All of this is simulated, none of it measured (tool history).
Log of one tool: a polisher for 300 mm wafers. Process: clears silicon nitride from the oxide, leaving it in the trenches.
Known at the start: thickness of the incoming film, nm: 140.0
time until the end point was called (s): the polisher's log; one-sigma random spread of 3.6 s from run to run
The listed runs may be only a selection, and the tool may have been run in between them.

run  hour  flow of slurry (ml/min)  pressure of the wafer on the pad (kPa)  speed of the pad under the wafer (m/s)  overpolish time after the end point (s)  time until the end point was called (s)
  1     0                      220                                    22.8                                    1.26                                       14                                   125.94
  2   8.4                      220                                    21.4                                    1.24                                       14                                   134.14
  3  11.9                      220                                      20                                    1.22                                       14                                   146.18
  4    16                      245                                      20                                    1.22                                       14                                   146.85
  5  19.9                      280                                      20                                    1.22                                       14                                   140.85
  6  27.7                      280                                    18.6                                     1.2                                       14                                   152.38

Run 7 is up next; what results do you expect?
  7  32.8                      280                                    17.2                                    1.18                                       14                                        ?

{"run 7": {"time until the end point was called (s)": 166.06}}
